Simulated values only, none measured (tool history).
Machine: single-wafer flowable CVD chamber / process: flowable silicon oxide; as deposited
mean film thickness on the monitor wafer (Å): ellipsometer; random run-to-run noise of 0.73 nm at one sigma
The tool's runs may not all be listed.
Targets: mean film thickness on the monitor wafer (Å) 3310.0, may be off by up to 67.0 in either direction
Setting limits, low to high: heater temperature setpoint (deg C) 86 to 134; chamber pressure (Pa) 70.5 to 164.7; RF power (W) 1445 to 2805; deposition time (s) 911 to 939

run    day  heater temperature setpoint (deg C)  chamber pressure (Pa)  RF power (W)  deposition time (s)  mean film thickness on the monitor wafer (Å)
  1  0.000                                  110                  117.6          2125                  911                                        4905.2
  2  0.088                                  110                  117.6          2125                  939                                        5048.3
  3  0.138                                  110                  117.6          2255                  939                                        5084.0
  4  0.438                                  110                  117.6          2080                  939                                        5045.5
  5  0.658                                  110                  117.6          2080                  911                                        4871.5
  6  0.679                                  110                  107.7          2080                  911                                        4482.7
  7  0.854                                  111                  107.7          2080                  911                                        4363.0
  8  1.188                                  112                  107.7          2080                  911                                        4218.3
  9  1.317                                  113                  107.7          2080                  911                                        4137.3
 10  1.512                                  122                  107.5          2080                  911                                        3233.5

Which single option among these 4 for the next run brings every result within its allowed miss of target? Just one does.
  A  1.708                                  127                  116.9          2135                  911                                             ?
  B  1.708                                  122                  103.6          2115                  923                                             ?
  C  1.708                                  126                  108.0          2155                  914                                             ?
  D  1.708                                  127                  127.5          1790                  911                                             ?

move  mean film thickness on the monitor wafer (Å)
   A                                        3137.7
   B                                        3173.1
   C                                        2984.4
   D                                        3306.8
A: the biggest miss grows against the last run
B: the biggest miss grows against the last run
C: the biggest miss grows against the last run
D: all results in spec
Answer: D
